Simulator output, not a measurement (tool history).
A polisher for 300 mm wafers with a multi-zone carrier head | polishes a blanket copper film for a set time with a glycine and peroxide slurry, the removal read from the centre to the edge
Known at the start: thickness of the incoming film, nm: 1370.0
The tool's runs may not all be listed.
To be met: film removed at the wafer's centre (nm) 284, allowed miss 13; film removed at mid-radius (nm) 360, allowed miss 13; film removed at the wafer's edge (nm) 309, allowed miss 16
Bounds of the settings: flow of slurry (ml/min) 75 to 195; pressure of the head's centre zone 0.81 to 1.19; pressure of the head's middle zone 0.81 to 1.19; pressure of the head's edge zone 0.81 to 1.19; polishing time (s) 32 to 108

run,hour,flow of slurry (ml/min),pressure of the head's centre zone,pressure of the head's middle zone,pressure of the head's edge zone,polishing time (s),film removed at the wafer's centre (nm),film removed at mid-radius (nm),film removed at the wafer's edge (nm)
1,0,125,1,1,1,70,244.49,236.68,242.63
2,2.9,105,1,1,1,70,238.49,230.11,239.81
3,3.8,105,1,0.96,1,70,237.39,225.46,237.58
4,6.9,115,0.97,1,0.98,73,242.37,248.92,250.72
5,9.6,115,0.97,1,0.98,57,192.12,190.48,192.42
6,17.9,120,0.96,1.03,0.98,62,205.45,217.68,210.57
7,18.6,125,0.96,1.06,0.99,65,216.87,232.49,229.84
8,22,160,0.87,1.16,0.89,84,268.77,342.04,281.6

Which of these 4 next moves meets every target?
A,25.4,140,0.95,1.06,0.94,90,?,?,?
B,25.4,180,0.83,1.1,0.86,92,?,?,?
C,25.4,175,0.93,1.19,0.83,84,?,?,?
D,25.4,155,0.94,0.98,1.01,95,?,?,?

move,film removed at the wafer's centre (nm),film removed at mid-radius (nm),film removed at the wafer's edge (nm)
A,297.04,328.71,301.61
B,275.02,358.63,302.84
C,280.7,348.98,271.15
D,314.83,329.08,333.01
A: brings the result that was furthest off to its target, and leaves another outside
B: meets every target
C: further off than the last run
D: takes the result that was furthest off past its target
The right move is B.

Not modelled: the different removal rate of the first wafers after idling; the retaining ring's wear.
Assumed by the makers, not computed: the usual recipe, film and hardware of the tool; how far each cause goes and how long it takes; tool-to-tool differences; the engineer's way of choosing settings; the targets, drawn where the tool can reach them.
